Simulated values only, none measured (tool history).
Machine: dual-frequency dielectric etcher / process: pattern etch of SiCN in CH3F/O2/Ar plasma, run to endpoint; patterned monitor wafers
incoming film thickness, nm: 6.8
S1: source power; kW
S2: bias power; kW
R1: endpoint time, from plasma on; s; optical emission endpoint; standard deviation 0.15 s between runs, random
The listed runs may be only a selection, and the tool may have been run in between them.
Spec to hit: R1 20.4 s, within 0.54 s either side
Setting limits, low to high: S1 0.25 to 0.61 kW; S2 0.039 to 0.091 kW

run 1 hour=0 | S1=0.43 S2=0.065 | R1=17.573
run 2 hour=6 | S1=0.4 S2=0.063 | R1=18.4
run 3 hour=6.9 | S1=0.47 S2=0.063 | R1=16.991
run 4 hour=10.7 | S1=0.43 S2=0.062 | R1=17.713
run 5 hour=14.7 | S1=0.39 S2=0.062 | R1=18.646
run 6 hour=20.6 | S1=0.44 S2=0.062 | R1=17.565
run 7 hour=23.6 | S1=0.44 S2=0.062 | R1=17.598
run 8 hour=24.5 | S1=0.41 S2=0.061 | R1=18.114

4 candidate next runs follow, results not yet known. Just one meets every target within its allowed miss. Identify it.
run A hour=25.4 | S1=0.37 S2=0.06 | R1=?
run B hour=25.4 | S1=0.34 S2=0.057 | R1=?
run C hour=25.4 | S1=0.39 S2=0.06 | R1=?
run D hour=25.4 | S1=0.4 S2=0.049 | R1=?

move=A R1=19.588
move=B R1=20.732
move=C R1=19.049
move=D R1=19.561
A: moves toward the targets from the last run without getting all of them in spec
B: all results land within tolerance of their targets
C: moves toward the targets from the last run without getting all of them in spec
D: moves toward the targets from the last run without getting all of them in spec
Move B is the one to make.
